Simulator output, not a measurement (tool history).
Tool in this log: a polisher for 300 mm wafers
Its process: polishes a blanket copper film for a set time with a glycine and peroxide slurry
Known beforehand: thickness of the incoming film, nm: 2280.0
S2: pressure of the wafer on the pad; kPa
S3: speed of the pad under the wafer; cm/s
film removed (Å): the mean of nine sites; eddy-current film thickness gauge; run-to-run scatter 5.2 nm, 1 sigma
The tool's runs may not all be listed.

{"run": 1, "day": 0.0, "flow of slurry (ml/min)": 215, "S2": 20.7, "S3": 106, "polishing time (s)": 121, "film removed (Å)": 7531.6}
{"run": 2, "day": 0.108, "flow of slurry (ml/min)": 215, "S2": 20.7, "S3": 116, "polishing time (s)": 121, "film removed (Å)": 8205.0}
{"run": 3, "day": 0.475, "flow of slurry (ml/min)": 180, "S2": 20.7, "S3": 116, "polishing time (s)": 121, "film removed (Å)": 7944.9}
{"run": 4, "day": 0.558, "flow of slurry (ml/min)": 215, "S2": 20.7, "S3": 116, "polishing time (s)": 121, "film removed (Å)": 8123.4}
{"run": 5, "day": 0.688, "flow of slurry (ml/min)": 215, "S2": 18.6, "S3": 116, "polishing time (s)": 121, "film removed (Å)": 7591.8}
{"run": 6, "day": 0.921, "flow of slurry (ml/min)": 210, "S2": 17.9, "S3": 116, "polishing time (s)": 121, "film removed (Å)": 7406.1}
{"run": 7, "day": 1.004, "flow of slurry (ml/min)": 205, "S2": 17.2, "S3": 116, "polishing time (s)": 121, "film removed (Å)": 7153.3}

For run 8, what comes out?
{"run": 8, "day": 1.029, "flow of slurry (ml/min)": 200, "S2": 17.2, "S3": 116, "polishing time (s)": 121, "film removed (Å)": "?"}

film removed (Å): 7279.9

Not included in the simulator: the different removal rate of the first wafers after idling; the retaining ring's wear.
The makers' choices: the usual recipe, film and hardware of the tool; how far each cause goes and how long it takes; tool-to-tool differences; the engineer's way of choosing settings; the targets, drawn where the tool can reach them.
